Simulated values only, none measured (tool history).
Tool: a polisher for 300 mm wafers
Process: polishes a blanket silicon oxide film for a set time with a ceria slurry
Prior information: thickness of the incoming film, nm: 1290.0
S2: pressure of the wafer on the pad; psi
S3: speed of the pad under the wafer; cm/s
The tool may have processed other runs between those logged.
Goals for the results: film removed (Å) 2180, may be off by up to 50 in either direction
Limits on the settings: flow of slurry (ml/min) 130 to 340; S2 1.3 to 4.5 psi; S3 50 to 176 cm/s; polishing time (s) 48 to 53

{"run": 1, "day": 0.0, "flow of slurry (ml/min)": 220, "S2": 2.9, "S3": 112, "polishing time (s)": 53, "film removed (Å)": 2869.7}
{"run": 2, "day": 0.208, "flow of slurry (ml/min)": 185, "S2": 2.9, "S3": 112, "polishing time (s)": 53, "film removed (Å)": 2810.9}
{"run": 3, "day": 0.362, "flow of slurry (ml/min)": 180, "S2": 2.7, "S3": 112, "polishing time (s)": 53, "film removed (Å)": 2661.5}
{"run": 4, "day": 0.708, "flow of slurry (ml/min)": 180, "S2": 2.5, "S3": 112, "polishing time (s)": 53, "film removed (Å)": 2519.3}
{"run": 5, "day": 0.938, "flow of slurry (ml/min)": 180, "S2": 2.3, "S3": 112, "polishing time (s)": 53, "film removed (Å)": 2353.3}
{"run": 6, "day": 1.2, "flow of slurry (ml/min)": 180, "S2": 2.3, "S3": 92, "polishing time (s)": 53, "film removed (Å)": 1958.9}
{"run": 7, "day": 1.308, "flow of slurry (ml/min)": 185, "S2": 2.4, "S3": 92, "polishing time (s)": 53, "film removed (Å)": 2035.9}
{"run": 8, "day": 1.579, "flow of slurry (ml/min)": 190, "S2": 2.5, "S3": 92, "polishing time (s)": 53, "film removed (Å)": 2098.6}

Exactly one of the 4 candidate moves below puts every result within its allowed miss. Which one?
{"run": "A", "day": 1.85, "flow of slurry (ml/min)": 145, "S2": 2.4, "S3": 104, "polishing time (s)": 52, "film removed (Å)": "?"}
{"run": "B", "day": 1.85, "flow of slurry (ml/min)": 170, "S2": 2.8, "S3": 86, "polishing time (s)": 52, "film removed (Å)": "?"}
{"run": "C", "day": 1.85, "flow of slurry (ml/min)": 190, "S2": 3, "S3": 90, "polishing time (s)": 52, "film removed (Å)": "?"}
{"run": "D", "day": 1.85, "flow of slurry (ml/min)": 230, "S2": 2.3, "S3": 104, "polishing time (s)": 49, "film removed (Å)": "?"}

move=A film_removed_(Å)=2179.1
move=B film_removed_(Å)=2063.4
move=C film_removed_(Å)=2295.4
move=D film_removed_(Å)=2087.1
A: all results in spec
B: misses by more than the last run did
C: pushes the last run's worst result past its target
D: misses by more than the last run did
Move A is the one to make.
